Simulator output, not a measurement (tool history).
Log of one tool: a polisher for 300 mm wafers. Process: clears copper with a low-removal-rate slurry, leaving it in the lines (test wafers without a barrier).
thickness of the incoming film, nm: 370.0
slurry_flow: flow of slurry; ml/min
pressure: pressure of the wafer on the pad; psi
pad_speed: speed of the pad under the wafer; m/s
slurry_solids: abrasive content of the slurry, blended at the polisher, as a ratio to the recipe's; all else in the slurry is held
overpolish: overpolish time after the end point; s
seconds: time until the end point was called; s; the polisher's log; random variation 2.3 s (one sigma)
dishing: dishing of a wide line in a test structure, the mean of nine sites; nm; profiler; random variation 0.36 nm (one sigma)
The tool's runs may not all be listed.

| run | hour | slurry_flow | pressure | pad_speed | slurry_solids | overpolish | seconds | dishing |
|---|---|---|---|---|---|---|---|---|
| 1 | 0.0 | 125 | 2.4 | 1.18 | 1.0 | 9 | 121.13 | 16.411 |
| 2 | 8.8 | 120 | 2.1 | 1.18 | 1.0 | 10 | 136.58 | 15.994 |
| 3 | 15.2 | 140 | 2.1 | 1.18 | 1.0 | 10 | 133.89 | 16.206 |
| 4 | 23.9 | 135 | 1.9 | 1.16 | 1.0 | 11 | 148.11 | 15.870 |
| 5 | 26.9 | 135 | 1.9 | 1.16 | 1.0 | 15 | 148.48 | 20.917 |
| 6 | 35.5 | 130 | 1.8 | 1.16 | 1.0 | 15 | 158.08 | 20.383 |
| 7 | 44.3 | 125 | 1.7 | 1.16 | 1.0 | 15 | 167.26 | 18.599 |

Forecast run 8:
| 8 | 52.4 | 120 | 1.7 | 1.16 | 1.0 | 15 | ? | ? |

seconds: 173.33 s
dishing: 19.158 nm
